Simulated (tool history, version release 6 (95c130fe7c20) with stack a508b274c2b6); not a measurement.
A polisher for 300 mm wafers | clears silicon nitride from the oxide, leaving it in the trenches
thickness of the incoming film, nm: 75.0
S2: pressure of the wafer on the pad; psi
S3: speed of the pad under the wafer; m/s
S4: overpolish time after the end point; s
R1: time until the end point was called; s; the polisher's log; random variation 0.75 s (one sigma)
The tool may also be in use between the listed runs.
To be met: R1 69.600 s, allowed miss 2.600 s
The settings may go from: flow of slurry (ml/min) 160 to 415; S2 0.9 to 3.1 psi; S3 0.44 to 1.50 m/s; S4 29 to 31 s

{"run": 1, "hour": 0.0, "flow of slurry (ml/min)": 265, "S2": 2.0, "S3": 0.96, "S4": 29, "R1": 127.12}
{"run": 2, "hour": 5.3, "flow of slurry (ml/min)": 265, "S2": 2.0, "S3": 0.96, "S4": 29, "R1": 126.52}
{"run": 3, "hour": 9.0, "flow of slurry (ml/min)": 265, "S2": 2.0, "S3": 0.96, "S4": 29, "R1": 125.34}
{"run": 4, "hour": 16.4, "flow of slurry (ml/min)": 205, "S2": 2.0, "S3": 0.96, "S4": 29, "R1": 132.43}
{"run": 5, "hour": 22.1, "flow of slurry (ml/min)": 205, "S2": 2.0, "S3": 0.96, "S4": 31, "R1": 129.45}
{"run": 6, "hour": 26.6, "flow of slurry (ml/min)": 205, "S2": 2.3, "S3": 0.96, "S4": 31, "R1": 114.17}
{"run": 7, "hour": 29.1, "flow of slurry (ml/min)": 210, "S2": 2.4, "S3": 0.98, "S4": 31, "R1": 105.83}
{"run": 8, "hour": 37.7, "flow of slurry (ml/min)": 215, "S2": 2.5, "S3": 1.0, "S4": 31, "R1": 101.25}

Which of these 5 next moves meets every target?
{"run": "A", "hour": 46.3, "flow of slurry (ml/min)": 160, "S2": 2.3, "S3": 0.78, "S4": 31, "R1": "?"}
{"run": "B", "hour": 46.3, "flow of slurry (ml/min)": 235, "S2": 2.6, "S3": 1.04, "S4": 31, "R1": "?"}
{"run": "C", "hour": 46.3, "flow of slurry (ml/min)": 185, "S2": 2.6, "S3": 1.16, "S4": 31, "R1": "?"}
{"run": "D", "hour": 46.3, "flow of slurry (ml/min)": 225, "S2": 3.0, "S3": 1.36, "S4": 31, "R1": "?"}
{"run": "E", "hour": 46.3, "flow of slurry (ml/min)": 220, "S2": 3.1, "S3": 1.16, "S4": 31, "R1": "?"}

move=A R1=145.040
move=B R1=93.211
move=C R1=86.799
move=D R1=63.194
move=E R1=71.365
A: further off than the last run
B: nearer than the last run, and not there yet
C: nearer than the last run, and not there yet
D: takes the result that was furthest off past its target
E: meets every target
The right move is E.
